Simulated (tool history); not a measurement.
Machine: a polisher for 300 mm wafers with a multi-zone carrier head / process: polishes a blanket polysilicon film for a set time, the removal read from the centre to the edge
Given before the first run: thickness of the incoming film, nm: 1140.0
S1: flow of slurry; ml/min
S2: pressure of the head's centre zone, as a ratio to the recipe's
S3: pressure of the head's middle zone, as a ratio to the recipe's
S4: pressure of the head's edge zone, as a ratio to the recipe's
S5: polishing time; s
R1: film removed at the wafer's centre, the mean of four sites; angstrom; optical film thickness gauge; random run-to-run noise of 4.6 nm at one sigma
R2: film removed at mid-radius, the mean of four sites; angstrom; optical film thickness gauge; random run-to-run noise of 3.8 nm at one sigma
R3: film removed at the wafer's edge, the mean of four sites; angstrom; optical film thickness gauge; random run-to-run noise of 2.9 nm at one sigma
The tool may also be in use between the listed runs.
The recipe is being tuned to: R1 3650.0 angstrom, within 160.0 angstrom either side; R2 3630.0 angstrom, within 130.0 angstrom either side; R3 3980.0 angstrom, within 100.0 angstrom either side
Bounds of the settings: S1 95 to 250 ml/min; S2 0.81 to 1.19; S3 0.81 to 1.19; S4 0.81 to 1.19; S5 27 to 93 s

Run 1, hour 0.0: S1 160 ml/min, S2 1.00, S3 1.00, S4 1.00, S5 59 s. Result: R1 4762.8 angstrom, R2 5018.8 angstrom, R3 4783.6 angstrom.
Run 2, hour 3.0: S1 160 ml/min, S2 1.07, S3 1.00, S4 1.00, S5 59 s. Result: R1 5068.6 angstrom, R2 5060.5 angstrom, R3 4812.7 angstrom.
Run 3, hour 7.9: S1 160 ml/min, S2 1.00, S3 1.00, S4 1.00, S5 59 s. Result: R1 4654.0 angstrom, R2 5066.0 angstrom, R3 4812.5 angstrom.
Run 4, hour 10.6: S1 150 ml/min, S2 0.99, S3 0.96, S4 0.98, S5 57 s. Result: R1 4479.0 angstrom, R2 4612.3 angstrom, R3 4570.7 angstrom.
Run 5, hour 15.6: S1 140 ml/min, S2 0.96, S3 0.93, S4 0.96, S5 56 s. Result: R1 4115.9 angstrom, R2 4293.2 angstrom, R3 4374.6 angstrom.
Run 6, hour 17.0: S1 135 ml/min, S2 0.95, S3 0.91, S4 0.94, S5 56 s. Result: R1 4043.5 angstrom, R2 4304.8 angstrom, R3 4287.7 angstrom.
Run 7, hour 21.5: S1 130 ml/min, S2 0.95, S3 0.89, S4 0.94, S5 55 s. Result: R1 3973.3 angstrom, R2 4053.7 angstrom, R3 4220.5 angstrom.
Run 8, hour 24.7: S1 125 ml/min, S2 0.94, S3 0.87, S4 0.93, S5 55 s. Result: R1 3883.1 angstrom, R2 3985.4 angstrom, R3 4208.0 angstrom.
Run 9, hour 27.5: S1 105 ml/min, S2 0.94, S3 0.81, S4 0.89, S5 53 s. Result: R1 3613.4 angstrom, R2 3570.3 angstrom, R3 3865.6 angstrom.

5 next moves are on the table. One of them brings every result within its allowed miss. Which?
Run A, hour 30.3: S1 120 ml/min, S2 0.94, S3 0.84, S4 0.96, S5 52 s. Result: R1 ?, R2 ?, R3 ?.
Run B, hour 30.3: S1 95 ml/min, S2 0.97, S3 0.96, S4 1.03, S5 47 s. Result: R1 ?, R2 ?, R3 ?.
Run C, hour 30.3: S1 130 ml/min, S2 0.91, S3 0.81, S4 1.02, S5 53 s. Result: R1 ?, R2 ?, R3 ?.
Run D, hour 30.3: S1 110 ml/min, S2 1.01, S3 0.81, S4 1.02, S5 50 s. Result: R1 ?, R2 ?, R3 ?.
Run E, hour 30.3: S1 105 ml/min, S2 0.94, S3 0.88, S4 0.96, S5 50 s. Result: R1 ?, R2 ?, R3 ?.

move      R1      R2      R3
   A  3756.6  3646.6  4031.8
   B  3328.1  3516.5  3646.8
   C  3765.8  3660.1  4275.4
   D  3810.5  3347.0  3947.7
   E  3509.4  3551.8  3806.8
A: meets every target
B: misses by more than the last run did
C: takes the result that was furthest off past its target
D: brings the last run's worst result on target, with another outside its allowed miss
E: misses by more than the last run did
So the answer is move A, the one that meets all the targets.
